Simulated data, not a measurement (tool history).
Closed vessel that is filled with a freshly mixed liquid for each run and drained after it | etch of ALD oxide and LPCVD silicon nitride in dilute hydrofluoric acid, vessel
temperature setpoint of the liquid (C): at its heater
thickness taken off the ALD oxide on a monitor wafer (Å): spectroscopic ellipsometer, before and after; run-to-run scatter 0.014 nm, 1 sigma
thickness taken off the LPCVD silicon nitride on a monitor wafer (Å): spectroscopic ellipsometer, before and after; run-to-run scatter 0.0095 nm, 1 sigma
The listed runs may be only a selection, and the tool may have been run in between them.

run	hour	temperature setpoint of the liquid (C)	parts of water to one part of 49 % hydrofluoric acid (parts by volume)	time in the liquid (s)	thickness taken off the ALD oxide on a monitor wafer (Å)	thickness taken off the LPCVD silicon nitride on a monitor wafer (Å)
1	0	21	245	150	48.967	3.0427
2	2.5	17.5	245	150	42.607	2.2383
3	6.9	17	245	150	41.306	1.8889
4	10	17	325	150	29.368	1.4246
5	18.8	17	350	145	25.812	1.3385
6	22.2	20.5	350	145	29.558	1.6335
7	24.5	19.5	370	140	25.67	1.605

For run 8, what comes out?
8	32.2	19	385	135	?	?

thickness taken off the ALD oxide on a monitor wafer (Å): 22.675
thickness taken off the LPCVD silicon nitride on a monitor wafer (Å): 1.4387

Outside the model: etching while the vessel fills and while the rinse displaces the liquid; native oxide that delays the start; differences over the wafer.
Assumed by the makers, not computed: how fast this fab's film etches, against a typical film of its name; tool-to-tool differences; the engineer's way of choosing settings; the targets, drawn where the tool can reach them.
